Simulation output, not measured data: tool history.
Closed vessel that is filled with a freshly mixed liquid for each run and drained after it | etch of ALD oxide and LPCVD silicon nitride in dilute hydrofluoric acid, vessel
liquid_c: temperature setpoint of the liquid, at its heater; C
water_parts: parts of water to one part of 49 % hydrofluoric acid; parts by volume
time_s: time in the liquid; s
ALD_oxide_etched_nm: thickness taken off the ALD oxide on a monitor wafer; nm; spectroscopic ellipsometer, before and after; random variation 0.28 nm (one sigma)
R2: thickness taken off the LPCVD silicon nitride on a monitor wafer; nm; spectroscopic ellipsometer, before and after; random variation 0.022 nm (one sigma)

{"run": 1, "hour": 0.0, "liquid_c": 21.0, "water_parts": 60, "time_s": 110, "ALD_oxide_etched_nm": 59.209, "R2": 0.80157}
{"run": 2, "hour": 2.5, "liquid_c": 19.0, "water_parts": 60, "time_s": 110, "ALD_oxide_etched_nm": 54.576, "R2": 0.68067}
{"run": 3, "hour": 3.6, "liquid_c": 20.5, "water_parts": 60, "time_s": 110, "ALD_oxide_etched_nm": 57.186, "R2": 0.74411}
{"run": 4, "hour": 10.4, "liquid_c": 20.5, "water_parts": 65, "time_s": 110, "ALD_oxide_etched_nm": 52.989, "R2": 0.71902}
{"hour": 14.1, "done": "hydrofluoric acid flow meter replaced"}
{"run": 5, "hour": 14.1, "liquid_c": 20.0, "water_parts": 70, "time_s": 110, "ALD_oxide_etched_nm": 42.954, "R2": 0.58512}
{"run": 6, "hour": 21.4, "liquid_c": 20.0, "water_parts": 85, "time_s": 110, "ALD_oxide_etched_nm": 34.48, "R2": 0.48484}
{"run": 7, "hour": 25.4, "liquid_c": 20.5, "water_parts": 85, "time_s": 110, "ALD_oxide_etched_nm": 35.211, "R2": 0.49196}

For run 8, what comes out?
{"run": 8, "hour": 32.4, "liquid_c": 21.0, "water_parts": 85, "time_s": 110, "ALD_oxide_etched_nm": "?", "R2": "?"}

ALD_oxide_etched_nm: 35.815 nm
R2: 0.48937 nm

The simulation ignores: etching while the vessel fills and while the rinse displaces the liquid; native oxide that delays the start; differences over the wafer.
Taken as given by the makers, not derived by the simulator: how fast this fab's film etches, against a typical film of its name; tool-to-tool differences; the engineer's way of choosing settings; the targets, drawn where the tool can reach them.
